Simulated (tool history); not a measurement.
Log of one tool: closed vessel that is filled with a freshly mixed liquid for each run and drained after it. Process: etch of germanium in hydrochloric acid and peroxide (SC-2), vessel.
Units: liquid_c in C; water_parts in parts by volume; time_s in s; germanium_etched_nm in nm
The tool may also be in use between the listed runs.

run	hour	liquid_c	water_parts	time_s	germanium_etched_nm
1	0	46	8.5	95	313.63
2	7.1	40.5	8.5	95	260.72
3	10.7	38.5	9	95	242.82
4	11.6	37.5	9	95	234.25
5	18.1	37.5	11.5	95	230.56
6	25.5	37.5	11.5	95	228.74
7	30.5	37	11.5	95	226.51

Forecast run 8:
8	32.1	36.5	11.5	95	?

Run 8 gave germanium_etched_nm 220.24 nm.
